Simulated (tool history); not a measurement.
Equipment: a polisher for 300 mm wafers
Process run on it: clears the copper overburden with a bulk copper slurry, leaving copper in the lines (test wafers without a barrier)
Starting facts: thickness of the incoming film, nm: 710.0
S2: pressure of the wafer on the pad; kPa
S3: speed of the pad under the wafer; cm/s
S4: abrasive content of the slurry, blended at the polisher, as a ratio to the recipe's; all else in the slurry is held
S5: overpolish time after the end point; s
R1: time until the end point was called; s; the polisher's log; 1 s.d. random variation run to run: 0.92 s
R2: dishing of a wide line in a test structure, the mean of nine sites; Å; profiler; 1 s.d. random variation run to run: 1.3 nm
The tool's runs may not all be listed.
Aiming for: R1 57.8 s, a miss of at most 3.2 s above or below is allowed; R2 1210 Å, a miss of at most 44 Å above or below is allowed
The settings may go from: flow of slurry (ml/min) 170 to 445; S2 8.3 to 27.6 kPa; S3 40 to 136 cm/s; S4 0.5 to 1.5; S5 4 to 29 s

Run 1, hour 0: flow of slurry (ml/min) 285, S2 17.9 kPa, S3 88 cm/s, S4 1, S5 15 s. Result: R1 98.584 s, R2 609.25 Å.
Run 2, hour 0.8: flow of slurry (ml/min) 285, S2 20 kPa, S3 92 cm/s, S4 1, S5 17 s. Result: R1 83.68 s, R2 757.39 Å.
Run 3, hour 2: flow of slurry (ml/min) 285, S2 20 kPa, S3 74 cm/s, S4 1, S5 17 s. Result: R1 105.08 s, R2 655.64 Å.
Run 4, hour 9.4: flow of slurry (ml/min) 260, S2 20 kPa, S3 74 cm/s, S4 1, S5 17 s. Result: R1 103.1 s, R2 655.4 Å.
At hour 16.9: head pressure recalibrated.
Run 5, hour 16.9: flow of slurry (ml/min) 195, S2 20 kPa, S3 74 cm/s, S4 1, S5 17 s. Result: R1 103.59 s, R2 656.57 Å.
Run 6, hour 24: flow of slurry (ml/min) 195, S2 21.4 kPa, S3 80 cm/s, S4 1, S5 18 s. Result: R1 87.869 s, R2 783.1 Å.
Run 7, hour 29.8: flow of slurry (ml/min) 195, S2 22.8 kPa, S3 82 cm/s, S4 1, S5 19 s. Result: R1 84.247 s, R2 839.54 Å.
Run 8, hour 37.4: flow of slurry (ml/min) 195, S2 24.1 kPa, S3 88 cm/s, S4 1, S5 20 s. Result: R1 71.289 s, R2 954.51 Å.
Run 9, hour 45.6: flow of slurry (ml/min) 195, S2 24.8 kPa, S3 90 cm/s, S4 1, S5 21 s. Result: R1 67.952 s, R2 993.75 Å.
Run 10, hour 47.8: flow of slurry (ml/min) 195, S2 25.5 kPa, S3 92 cm/s, S4 1, S5 22 s. Result: R1 66.743 s, R2 1071.8 Å.
Run 11, hour 52.1: flow of slurry (ml/min) 195, S2 26.2 kPa, S3 94 cm/s, S4 1, S5 22 s. Result: R1 61.999 s, R2 1100.3 Å.
Run 12, hour 57.6: flow of slurry (ml/min) 195, S2 26.2 kPa, S3 96 cm/s, S4 1, S5 22 s. Result: R1 62.253 s, R2 1104.2 Å.
Run 13, hour 60.5: flow of slurry (ml/min) 195, S2 26.2 kPa, S3 98 cm/s, S4 1, S5 22 s. Result: R1 61.109 s, R2 1109 Å.
Run 14, hour 67.1: flow of slurry (ml/min) 195, S2 26.9 kPa, S3 100 cm/s, S4 1, S5 23 s. Result: R1 56.844 s, R2 1160.1 Å.

Which one of the following 5 next-run settings gets every result inside its allowed miss? There is exactly one.
Run A, hour 73.7: flow of slurry (ml/min) 170, S2 27.6 kPa, S3 82 cm/s, S4 1.1, S5 23 s. Result: R1 ?, R2 ?.
Run B, hour 73.7: flow of slurry (ml/min) 230, S2 25.5 kPa, S3 102 cm/s, S4 1.15, S5 20 s. Result: R1 ?, R2 ?.
Run C, hour 73.7: flow of slurry (ml/min) 170, S2 26.2 kPa, S3 104 cm/s, S4 1.05, S5 26 s. Result: R1 ?, R2 ?.
Run D, hour 73.7: flow of slurry (ml/min) 185, S2 27.6 kPa, S3 84 cm/s, S4 1, S5 24 s. Result: R1 ?, R2 ?.
Run E, hour 73.7: flow of slurry (ml/min) 190, S2 26.9 kPa, S3 98 cm/s, S4 1.1, S5 20 s. Result: R1 ?, R2 ?.

move      R1      R2
   A  67.916  1084.7
   B  56.353    1094
   C  58.177  1220.9
   D  67.393    1113
   E  57.923  1090.3
A: further off than the last run
B: further off than the last run
C: all results in spec
D: further off than the last run
E: further off than the last run
C meets every target.
